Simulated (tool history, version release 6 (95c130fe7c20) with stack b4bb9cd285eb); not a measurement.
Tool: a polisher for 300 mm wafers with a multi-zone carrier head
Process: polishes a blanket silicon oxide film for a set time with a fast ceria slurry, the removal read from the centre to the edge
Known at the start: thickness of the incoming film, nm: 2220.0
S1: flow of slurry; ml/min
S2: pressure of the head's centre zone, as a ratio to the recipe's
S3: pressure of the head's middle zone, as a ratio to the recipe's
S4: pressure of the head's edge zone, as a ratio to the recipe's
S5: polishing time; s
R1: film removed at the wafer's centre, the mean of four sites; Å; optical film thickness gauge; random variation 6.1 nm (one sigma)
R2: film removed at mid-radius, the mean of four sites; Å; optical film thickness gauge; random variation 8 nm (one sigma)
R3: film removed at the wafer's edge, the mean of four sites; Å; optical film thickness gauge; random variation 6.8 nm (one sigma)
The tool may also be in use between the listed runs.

run  hour   S1    S2    S3    S4  S5      R1      R2      R3
  1     0  315     1     1     1  41  7192.4  7264.4  7184.8
  2   4.2  315     1     1     1  37    6516  6339.2  6416.7
  3  12.3  315     1     1     1  45  7868.8  7931.2  7830.3
  4    15  315     1     1  0.94  45  7857.7  7862.3  7506.2
  5  16.1  310  0.98  0.97  0.94  44  7501.7  7645.7    7352
  6  18.7  310  0.97  0.95  0.96  43  7354.7  7239.1  7351.7
  7    22  310  0.95  0.93  0.96  42  7014.9  6969.8  7133.1
  8  30.2  310  0.94  0.91  0.97  42  7086.2  6770.3  7302.6
  9  38.2  305  0.92   0.9  0.97  42  6729.6  6814.5  7236.7
 10  43.3  300  0.91  0.89  0.97  42  6869.7  6876.6  7165.4
 11  48.4  305   0.9  0.88  0.98  41  6337.4  6508.5  7060.8
 12  52.6  305   0.9  0.87  0.98  41  6459.2  6417.1  7068.9
 13  56.9  305   0.9  0.87  0.98  41  6507.5  6422.4  7088.2

The next listed run, before its measurement:
 14  58.9  305  0.89  0.86  0.98  41   ?   ?   ?

{"run 14": {"R1": 6416.1, "R2": 6357.7, "R3": 6934.9}}
